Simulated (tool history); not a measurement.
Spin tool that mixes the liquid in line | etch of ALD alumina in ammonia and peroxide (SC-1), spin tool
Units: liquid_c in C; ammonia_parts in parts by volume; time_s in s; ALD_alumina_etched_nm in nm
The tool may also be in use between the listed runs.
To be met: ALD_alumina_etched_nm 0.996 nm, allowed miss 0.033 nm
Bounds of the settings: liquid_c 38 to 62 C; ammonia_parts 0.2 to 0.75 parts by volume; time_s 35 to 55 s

run,hour,liquid_c,ammonia_parts,time_s,ALD_alumina_etched_nm
1,0,46,0.45,55,1.3062
2,4.6,46,0.45,35,0.82388
3,7.3,46.5,0.45,35,0.83937
4,10.3,47.5,0.45,35,0.91577
5,11.4,48,0.45,35,0.92969
6,17.7,48,0.45,55,1.4468
7,22.9,48,0.45,55,1.46
8,30.3,48,0.45,55,1.4751
9,37,47,0.45,55,1.3725
10,42.1,47,0.45,55,1.3793
# hour 46.2: heated supply line repaired
11,46.2,46,0.45,55,1.546
12,54.4,49,0.45,55,1.8721
13,56.1,48,0.45,55,1.7264
14,64.5,47,0.45,55,1.6627
15,71.1,45,0.45,55,1.4715
16,74.6,44,0.45,50,1.2735

Which of these 4 next moves meets every target?
A,78.1,43,0.5,35,?
B,78.1,41.5,0.45,45,?
C,78.1,42,0.5,40,?
D,78.1,56.5,0.4,40,?

move,ALD_alumina_etched_nm
A,0.84105
B,0.98125
C,0.90707
D,1.9803
A: takes the result that was furthest off past its target
B: meets every target
C: takes the result that was furthest off past its target
D: further off than the last run
Answer: B
